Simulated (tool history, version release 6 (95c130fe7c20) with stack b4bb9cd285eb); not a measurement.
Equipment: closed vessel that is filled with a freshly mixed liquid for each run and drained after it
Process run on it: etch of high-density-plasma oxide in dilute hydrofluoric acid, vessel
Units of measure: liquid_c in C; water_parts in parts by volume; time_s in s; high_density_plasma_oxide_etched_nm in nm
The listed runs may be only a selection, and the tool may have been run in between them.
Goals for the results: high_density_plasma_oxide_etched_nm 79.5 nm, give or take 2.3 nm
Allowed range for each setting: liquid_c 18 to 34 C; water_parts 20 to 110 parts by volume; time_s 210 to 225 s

run    day  liquid_c  water_parts  time_s  high_density_plasma_oxide_etched_nm
  1      0        26           60     210                               25.485
  2  0.075        26           40     210                               39.824
  3  0.171        27           40     210                               41.669
  4  0.538        27           25     210                               66.698
  5  0.829        27           25     210                               67.065
  6  0.975        27           35     210                               46.753
  7  1.258      27.5           35     210                               48.474
  8  1.371        28           35     210                                 49.5
  9  1.733      28.5           35     210                               50.008
 10  1.854        29           35     210                               51.206
 11  2.196      29.5           35     210                               51.743
 12  2.546        30           35     210                               52.834
 13  2.571        34           20     210                               112.67
 14  2.875      33.5           20     210                                110.5

Which of these 4 next moves meets every target?
  A  3.179      33.5           25     215                                    ?
  B  3.179        32           30     210                                    ?
  C  3.179        34           30     225                                    ?
  D  3.179      33.5           30     210                                    ?

move  high_density_plasma_oxide_etched_nm
   A                               88.921
   B                               67.649
   C                               78.384
   D                               71.748
A: an improvement on the last run, though not all results are within tolerance
B: takes the biggest miss from the last run beyond its target
C: in spec on every target
D: takes the biggest miss from the last run beyond its target
C is the move that brings every result within its allowed miss.
